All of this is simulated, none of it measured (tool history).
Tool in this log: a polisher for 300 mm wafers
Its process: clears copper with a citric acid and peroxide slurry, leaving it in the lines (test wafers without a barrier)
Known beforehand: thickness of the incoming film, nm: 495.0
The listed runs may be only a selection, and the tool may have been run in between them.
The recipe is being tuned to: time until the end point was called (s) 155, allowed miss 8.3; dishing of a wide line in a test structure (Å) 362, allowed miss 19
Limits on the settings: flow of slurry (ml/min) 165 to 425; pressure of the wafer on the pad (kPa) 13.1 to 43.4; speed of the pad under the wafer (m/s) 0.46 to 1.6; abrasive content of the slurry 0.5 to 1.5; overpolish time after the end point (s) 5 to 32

| run | hour | flow of slurry (ml/min) | pressure of the wafer on the pad (kPa) | speed of the pad under the wafer (m/s) | abrasive content of the slurry | overpolish time after the end point (s) | time until the end point was called (s) | dishing of a wide line in a test structure (Å) |
|---|---|---|---|---|---|---|---|---|
| 1 | 0 | 275 | 28.3 | 1.02 | 1 | 16 | 215.21 | 287.57 |
| 2 | 3.5 | 275 | 28.3 | 1.12 | 1 | 16 | 196.57 | 316.91 |
| 3 | 4.3 | 275 | 29.6 | 1.12 | 1 | 16 | 182.12 | 329.04 |
| 4 | 8.4 | 275 | 29.6 | 1.12 | 1 | 19 | 188.24 | 366.73 |
| 5 | 14.7 | 275 | 29.6 | 1.12 | 1 | 13 | 187.72 | 279.76 |
| 6 | 15.6 | 275 | 29.6 | 1.12 | 1 | 19 | 184 | 368.32 |
| 7 | 17.2 | 275 | 31 | 1.12 | 1 | 18 | 182.96 | 370.41 |
| 8 | 24 | 275 | 32.4 | 1.14 | 1 | 17 | 171.51 | 367.68 |
| 9 | 26.1 | 275 | 33.1 | 1.14 | 1 | 16 | 164.89 | 356.52 |
| 10 | 30.3 | 275 | 33.8 | 1.14 | 1 | 16 | 166.13 | 364.48 |

Consider the 5 candidate settings below. Which is the only one whose results all fall within their allowed miss of target?
| A | 34.5 | 280 | 35.2 | 1.14 | 1.05 | 15 | ? | ? |
| B | 34.5 | 325 | 37.2 | 1.18 | 1.1 | 12 | ? | ? |
| C | 34.5 | 260 | 37.9 | 0.9 | 0.9 | 19 | ? | ? |
| D | 34.5 | 270 | 35.2 | 1.04 | 1 | 16 | ? | ? |
| E | 34.5 | 255 | 29.6 | 0.98 | 1 | 22 | ? | ? |

| move | time until the end point was called (s) | dishing of a wide line in a test structure (Å) |
|---|---|---|
| A | 151.9 | 361.46 |
| B | 135.35 | 331.71 |
| C | 187.1 | 370.65 |
| D | 168.87 | 349.7 |
| E | 209.9 | 376.99 |
A: in spec on every target
B: pushes the last run's worst result past its target
C: the biggest miss grows against the last run
D: the biggest miss grows against the last run
E: the biggest miss grows against the last run
The right move is A.
